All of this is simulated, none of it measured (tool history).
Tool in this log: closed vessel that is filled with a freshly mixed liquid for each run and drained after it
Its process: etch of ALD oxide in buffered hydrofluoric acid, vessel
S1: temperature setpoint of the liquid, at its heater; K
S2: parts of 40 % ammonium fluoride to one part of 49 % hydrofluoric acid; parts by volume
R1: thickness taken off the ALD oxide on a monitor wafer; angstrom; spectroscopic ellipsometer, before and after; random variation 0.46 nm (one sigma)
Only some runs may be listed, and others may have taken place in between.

{"run": 1, "hour": 0.0, "S1": 296.15, "S2": 24, "time in the liquid (s)": 115, "R1": 689.54}
{"run": 2, "hour": 5.3, "S1": 299.15, "S2": 24, "time in the liquid (s)": 115, "R1": 800.01}
{"run": 3, "hour": 9.9, "S1": 299.15, "S2": 24, "time in the liquid (s)": 120, "R1": 836.28}
{"run": 4, "hour": 18.8, "S1": 299.15, "S2": 29, "time in the liquid (s)": 120, "R1": 733.11}
{"run": 5, "hour": 22.0, "S1": 299.15, "S2": 30, "time in the liquid (s)": 120, "R1": 721.56}
{"run": 6, "hour": 29.7, "S1": 299.15, "S2": 30, "time in the liquid (s)": 120, "R1": 716.53}
{"run": 7, "hour": 33.3, "S1": 297.15, "S2": 30, "time in the liquid (s)": 120, "R1": 649.54}
{"run": 8, "hour": 37.0, "S1": 295.65, "S2": 30, "time in the liquid (s)": 120, "R1": 594.25}

For run 9, what comes out?
{"run": 9, "hour": 44.9, "S1": 294.65, "S2": 30, "time in the liquid (s)": 120, "R1": "?"}

Run 9 came out at R1 560.22 angstrom.

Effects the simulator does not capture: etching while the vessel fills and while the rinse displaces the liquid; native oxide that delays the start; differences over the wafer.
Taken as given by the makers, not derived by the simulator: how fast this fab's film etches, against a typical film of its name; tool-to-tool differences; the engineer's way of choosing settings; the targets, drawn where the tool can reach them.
